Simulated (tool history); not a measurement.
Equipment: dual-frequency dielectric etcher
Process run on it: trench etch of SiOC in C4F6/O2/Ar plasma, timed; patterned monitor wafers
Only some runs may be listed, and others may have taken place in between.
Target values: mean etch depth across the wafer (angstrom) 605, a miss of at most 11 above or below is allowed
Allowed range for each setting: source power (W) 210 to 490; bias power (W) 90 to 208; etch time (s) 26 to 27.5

run,hour,source power (W),bias power (W),etch time (s),mean etch depth across the wafer (angstrom)
1,0,350,149,26,499.03
2,5.5,350,149,27.5,534.51
3,11.8,380,149,27.5,551.79
4,14.5,390,150,27.5,555.23
5,15.5,330,150,27.5,520.29
6,21.6,330,150,26,490.86
7,28.2,330,150,26,493.15
8,31.1,350,156,26,508.27
9,35.8,370,159,26,525.44
10,44.2,390,161,26,541.1
11,50.1,410,162,26,548.8
12,54.4,420,164,26,561.94
13,62.9,430,165,26,576.9
14,67,440,165,26,575.85
15,73.9,450,165,26,581.94
16,79.4,460,165,26,591.97
17,84.7,470,166,26,592.21
18,85.5,470,166,26,593.1

Exercise: of the 5 proposed moves below, exactly one satisfies all targets within the stated allowed misses. Which move is it?
A,86.3,480,182,26.5,?
B,86.3,460,170,26.5,?
C,86.3,490,182,26.5,?
D,86.3,490,167,27,?
E,86.3,460,161,26,?

move,mean etch depth across the wafer (angstrom)
A,633.4
B,607.35
C,638.93
D,631.69
E,584.68
A: moves the result that the last run missed by most past its target, out the other side
B: hits every target within its allowed miss
C: moves the result that the last run missed by most past its target, out the other side
D: moves the result that the last run missed by most past its target, out the other side
E: its largest miss is bigger than the last run's
B is the move that brings every result within its allowed miss.

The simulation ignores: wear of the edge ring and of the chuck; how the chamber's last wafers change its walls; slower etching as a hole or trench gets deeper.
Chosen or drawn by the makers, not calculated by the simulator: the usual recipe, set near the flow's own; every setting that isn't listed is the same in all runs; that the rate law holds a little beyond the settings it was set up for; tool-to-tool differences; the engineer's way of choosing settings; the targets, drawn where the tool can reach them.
